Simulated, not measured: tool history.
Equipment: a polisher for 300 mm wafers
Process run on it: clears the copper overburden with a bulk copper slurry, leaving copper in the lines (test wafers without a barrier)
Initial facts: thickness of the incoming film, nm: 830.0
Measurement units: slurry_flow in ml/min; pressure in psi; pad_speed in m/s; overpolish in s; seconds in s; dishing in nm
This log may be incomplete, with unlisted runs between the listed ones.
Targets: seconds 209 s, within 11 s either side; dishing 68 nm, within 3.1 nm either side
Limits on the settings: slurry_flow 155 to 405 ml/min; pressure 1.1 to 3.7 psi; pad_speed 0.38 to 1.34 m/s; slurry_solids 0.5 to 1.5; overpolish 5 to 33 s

{"run": 1, "hour": 0.0, "slurry_flow": 260, "pressure": 2.4, "pad_speed": 0.86, "slurry_solids": 1, "overpolish": 17, "seconds": 150.03, "dishing": 61.398}
{"run": 2, "hour": 1.3, "slurry_flow": 260, "pressure": 2.2, "pad_speed": 0.84, "slurry_solids": 1, "overpolish": 19, "seconds": 162.25, "dishing": 59.573}
{"run": 3, "hour": 9.3, "slurry_flow": 260, "pressure": 2.2, "pad_speed": 0.84, "slurry_solids": 1.1, "overpolish": 19, "seconds": 157.63, "dishing": 61.227}
{"run": 4, "hour": 15.0, "slurry_flow": 255, "pressure": 2.1, "pad_speed": 0.82, "slurry_solids": 1.05, "overpolish": 21, "seconds": 170.34, "dishing": 61.38}
{"run": 5, "hour": 18.0, "slurry_flow": 250, "pressure": 2, "pad_speed": 0.8, "slurry_solids": 1.05, "overpolish": 23, "seconds": 188.11, "dishing": 62.774}
{"run": 6, "hour": 19.8, "slurry_flow": 245, "pressure": 2, "pad_speed": 0.8, "slurry_solids": 1.05, "overpolish": 24, "seconds": 188.39, "dishing": 63.516}
{"run": 7, "hour": 26.3, "slurry_flow": 245, "pressure": 2, "pad_speed": 0.8, "slurry_solids": 1.05, "overpolish": 24, "seconds": 182.25, "dishing": 62.956}
{"run": 8, "hour": 28.2, "slurry_flow": 245, "pressure": 1.9, "pad_speed": 0.8, "slurry_solids": 1.05, "overpolish": 26, "seconds": 196.75, "dishing": 63.074}
{"run": 9, "hour": 36.0, "slurry_flow": 245, "pressure": 1.9, "pad_speed": 0.8, "slurry_solids": 1.05, "overpolish": 27, "seconds": 194.56, "dishing": 65.061}
{"run": 10, "hour": 38.0, "slurry_flow": 245, "pressure": 1.9, "pad_speed": 0.8, "slurry_solids": 1.05, "overpolish": 28, "seconds": 195.9, "dishing": 67.537}
{"run": 11, "hour": 38.8, "slurry_flow": 245, "pressure": 1.9, "pad_speed": 0.8, "slurry_solids": 1.05, "overpolish": 29, "seconds": 193.72, "dishing": 69.184}

Which single option among these 5 for the next run brings every result within its allowed miss of target? Just one does.
{"run": "A", "hour": 39.6, "slurry_flow": 215, "pressure": 1.8, "pad_speed": 0.8, "slurry_solids": 1.05, "overpolish": 31, "seconds": "?", "dishing": "?"}
{"run": "B", "hour": 39.6, "slurry_flow": 260, "pressure": 2.4, "pad_speed": 0.72, "slurry_solids": 0.9, "overpolish": 30, "seconds": "?", "dishing": "?"}
{"run": "C", "hour": 39.6, "slurry_flow": 215, "pressure": 1.9, "pad_speed": 0.68, "slurry_solids": 0.95, "overpolish": 28, "seconds": "?", "dishing": "?"}
{"run": "D", "hour": 39.6, "slurry_flow": 260, "pressure": 1.8, "pad_speed": 0.84, "slurry_solids": 1.2, "overpolish": 28, "seconds": "?", "dishing": "?"}
{"run": "E", "hour": 39.6, "slurry_flow": 255, "pressure": 2.2, "pad_speed": 0.82, "slurry_solids": 1, "overpolish": 24, "seconds": "?", "dishing": "?"}

move=A seconds=213.15 dishing=69.783
move=B seconds=182.11 dishing=79.01
move=C seconds=242.51 dishing=59.879
move=D seconds=193.19 dishing=69.623
move=E seconds=170.63 dishing=70.169
A: each result inside its tolerance
B: moves away from the targets compared with the last run
C: pushes the last run's worst result past its target
D: no nearer and no further than the last run
E: moves away from the targets compared with the last run
The right move is A.
